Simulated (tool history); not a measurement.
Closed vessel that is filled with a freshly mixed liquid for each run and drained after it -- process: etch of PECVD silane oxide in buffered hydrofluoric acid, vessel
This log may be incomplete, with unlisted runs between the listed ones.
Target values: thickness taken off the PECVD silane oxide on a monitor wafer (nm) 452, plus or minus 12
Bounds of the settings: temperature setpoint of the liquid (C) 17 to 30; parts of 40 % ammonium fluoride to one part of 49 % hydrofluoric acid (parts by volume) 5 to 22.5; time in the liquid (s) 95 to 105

run	hour	temperature setpoint of the liquid (C)	parts of 40 % ammonium fluoride to one part of 49 % hydrofluoric acid (parts by volume)	time in the liquid (s)	thickness taken off the PECVD silane oxide on a monitor wafer (nm)
1	0	22	13.5	95	215.1
2	5.2	19	13.5	95	182.47
3	11.9	21	13.5	95	203.49
4	16.7	21	10	95	268.1
5	17.9	19	10	95	237.86
6	19	22	10	95	280.26
7	22.3	24	10	95	312.75
8	29.1	28	9	95	429.19

Below are 5 possible settings for the next run. Only one of them brings all results inside the allowed miss of their targets. Which is it?
A	35.9	26.5	8.5	95	?
B	35.9	28.5	10.5	100	?
C	35.9	27	9.5	95	?
D	35.9	30	11.5	100	?
E	35.9	29	10	105	?

move	thickness taken off the PECVD silane oxide on a monitor wafer (nm)
A	418.75
B	402.11
C	381.28
D	403.63
E	447.02
A: its largest miss is bigger than the last run's
B: its largest miss is bigger than the last run's
C: its largest miss is bigger than the last run's
D: its largest miss is bigger than the last run's
E: every result within its allowed miss
E is the move that brings every result within its allowed miss.
